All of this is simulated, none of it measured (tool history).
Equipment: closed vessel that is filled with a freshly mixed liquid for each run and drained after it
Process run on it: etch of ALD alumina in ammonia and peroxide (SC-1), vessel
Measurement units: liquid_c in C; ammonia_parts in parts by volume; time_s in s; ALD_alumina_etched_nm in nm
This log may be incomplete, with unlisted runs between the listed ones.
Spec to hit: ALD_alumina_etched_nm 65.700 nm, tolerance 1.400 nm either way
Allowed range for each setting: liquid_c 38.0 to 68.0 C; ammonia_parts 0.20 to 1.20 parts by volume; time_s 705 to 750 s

run 1 day=0.000 | liquid_c=52.0 ammonia_parts=0.75 time_s=705 | ALD_alumina_etched_nm=52.680
run 2 day=0.162 | liquid_c=52.0 ammonia_parts=0.75 time_s=750 | ALD_alumina_etched_nm=56.532
run 3 day=0.392 | liquid_c=52.5 ammonia_parts=0.75 time_s=750 | ALD_alumina_etched_nm=57.805
run 4 day=0.571 | liquid_c=53.0 ammonia_parts=0.75 time_s=750 | ALD_alumina_etched_nm=58.583
run 5 day=0.888 | liquid_c=53.0 ammonia_parts=0.60 time_s=750 | ALD_alumina_etched_nm=58.509
run 6 day=1.129 | liquid_c=53.0 ammonia_parts=0.60 time_s=750 | ALD_alumina_etched_nm=57.461
run 7 day=1.342 | liquid_c=53.5 ammonia_parts=0.60 time_s=750 | ALD_alumina_etched_nm=59.597
run 8 day=1.383 | liquid_c=54.0 ammonia_parts=0.60 time_s=750 | ALD_alumina_etched_nm=61.335
run 9 day=1.433 | liquid_c=54.5 ammonia_parts=0.60 time_s=750 | ALD_alumina_etched_nm=62.341

Of the 4 settings listed for the next run, only one would bring every result within its allowed miss of target. Which one?
run A day=1.483 | liquid_c=55.5 ammonia_parts=0.50 time_s=750 | ALD_alumina_etched_nm=?
run B day=1.483 | liquid_c=54.0 ammonia_parts=0.30 time_s=750 | ALD_alumina_etched_nm=?
run C day=1.483 | liquid_c=58.0 ammonia_parts=0.20 time_s=750 | ALD_alumina_etched_nm=?
run D day=1.483 | liquid_c=54.0 ammonia_parts=0.90 time_s=740 | ALD_alumina_etched_nm=?

move=A ALD_alumina_etched_nm=64.827
move=B ALD_alumina_etched_nm=57.029
move=C ALD_alumina_etched_nm=67.772
move=D ALD_alumina_etched_nm=62.435
A: in spec on every target
B: lands further from the targets than the last run did
C: the result that was furthest off in the last run now lies on the other side of its target
D: neither nearer nor further off than the last run
The move that meets every target is A.

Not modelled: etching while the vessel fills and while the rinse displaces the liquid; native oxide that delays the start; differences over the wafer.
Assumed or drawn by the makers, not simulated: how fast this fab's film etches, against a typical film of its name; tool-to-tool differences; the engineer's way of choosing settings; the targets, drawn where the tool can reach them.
